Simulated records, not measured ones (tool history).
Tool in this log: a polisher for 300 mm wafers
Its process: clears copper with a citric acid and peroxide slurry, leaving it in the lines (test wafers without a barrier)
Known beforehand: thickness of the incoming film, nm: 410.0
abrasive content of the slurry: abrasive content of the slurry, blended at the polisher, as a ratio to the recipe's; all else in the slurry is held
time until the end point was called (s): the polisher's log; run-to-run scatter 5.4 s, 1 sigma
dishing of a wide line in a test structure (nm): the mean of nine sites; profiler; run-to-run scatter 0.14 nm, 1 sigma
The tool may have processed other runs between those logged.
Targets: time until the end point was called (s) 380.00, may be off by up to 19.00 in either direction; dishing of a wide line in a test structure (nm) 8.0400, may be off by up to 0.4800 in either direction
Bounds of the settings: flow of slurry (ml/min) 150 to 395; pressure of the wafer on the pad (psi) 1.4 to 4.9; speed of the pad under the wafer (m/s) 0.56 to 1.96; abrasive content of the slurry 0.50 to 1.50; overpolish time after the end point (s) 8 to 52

run	hour	flow of slurry (ml/min)	pressure of the wafer on the pad (psi)	speed of the pad under the wafer (m/s)	abrasive content of the slurry	overpolish time after the end point (s)	time until the end point was called (s)	dishing of a wide line in a test structure (nm)
1	0.0	250	3.1	1.26	1.00	26	183.19	41.6330
2	7.9	250	2.4	1.26	1.00	26	231.55	33.2080
3	9.0	250	2.4	1.26	1.00	37	232.51	45.2600
4	10.1	245	2.1	1.14	0.95	29	288.30	29.5880
5	15.1	245	2.1	0.90	0.95	29	363.64	24.2220
6	17.0	260	1.9	0.90	0.90	23	408.44	17.9020
7	22.6	300	1.8	1.00	0.80	19	392.43	15.9080
8	29.3	300	1.8	1.00	0.80	19	392.26	15.9050
9	32.0	300	1.4	1.04	0.80	8	475.33	5.8346
10	33.5	315	1.5	1.06	0.80	8	431.24	6.2943
11	35.5	325	1.6	1.06	0.80	8	412.87	6.6101
12	40.8	330	1.7	1.06	0.80	8	386.55	6.8541
13	43.6	325	1.8	1.06	0.80	13	375.47	11.9250
14	44.3	305	1.8	1.06	0.80	13	374.72	11.7970
15	47.4	315	1.7	1.08	0.80	13	386.39	11.5090
16	48.3	290	1.7	1.08	0.85	13	372.02	11.2510
17	57.1	315	1.7	1.08	0.90	13	380.36	11.5390
18	59.6	290	1.7	1.08	0.90	13	380.03	11.2690
19	62.1	285	1.7	1.10	0.80	12	386.82	10.7260
20	68.9	295	1.6	1.10	0.85	12	398.82	10.1020
21	73.4	310	1.6	1.08	0.90	11	387.80	9.3816
22	74.5	345	1.5	1.06	1.00	8	414.41	6.6131
23	76.9	345	1.6	1.06	0.95	8	390.04	6.9511
24	85.2	340	1.6	1.06	0.90	8	394.87	6.6973

Below are 4 possible settings for the next run. Only one of them brings all results inside the allowed miss of their targets. Which is it?
A	93.5	340	1.6	1.14	0.75	8	?	?
B	93.5	375	2.0	0.92	0.80	9	?	?
C	93.5	310	2.5	0.70	1.00	11	?	?
D	93.5	300	1.6	1.24	0.95	9	?	?

move	time until the end point was called (s)	dishing of a wide line in a test structure (nm)
A	381.09	7.1964
B	370.97	8.3043
C	377.49	9.9414
D	339.32	9.0017
A: closer than the last run, but not yet in spec
B: in spec on every target
C: takes the result that was furthest off past its target
D: takes the result that was furthest off past its target
So the answer is move B, the one that meets all the targets.
